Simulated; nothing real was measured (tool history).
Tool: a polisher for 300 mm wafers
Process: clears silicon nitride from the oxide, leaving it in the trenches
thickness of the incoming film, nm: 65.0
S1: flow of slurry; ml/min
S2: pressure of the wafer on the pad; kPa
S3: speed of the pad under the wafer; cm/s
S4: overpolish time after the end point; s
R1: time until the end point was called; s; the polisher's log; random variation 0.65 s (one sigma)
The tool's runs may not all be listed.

run	hour	S1	S2	S3	S4	R1
1	0.0	175	17.2	102	5	75.323
2	8.9	175	18.6	102	5	71.178
3	12.6	175	15.2	102	5	90.244
4	15.9	175	11.0	102	5	119.920
5	19.2	175	13.1	104	5	96.902
6	20.6	175	13.1	104	5	94.673
7	25.9	175	15.2	104	5	83.599
8	33.5	175	16.5	104	5	79.015
9	34.8	175	17.9	104	5	70.662
10	39.7	175	19.3	104	5	67.348
# hour 47.0: slurry nozzle cleaned
11	47.0	175	20.7	104	5	60.298
12	48.4	175	21.4	104	5	58.408
13	53.3	175	22.1	104	5	58.764
14	59.8	175	22.1	104	5	56.221

Forecast run 15:
15	62.6	175	22.8	104	5	?

Run 15 gave R1 54.599 s.

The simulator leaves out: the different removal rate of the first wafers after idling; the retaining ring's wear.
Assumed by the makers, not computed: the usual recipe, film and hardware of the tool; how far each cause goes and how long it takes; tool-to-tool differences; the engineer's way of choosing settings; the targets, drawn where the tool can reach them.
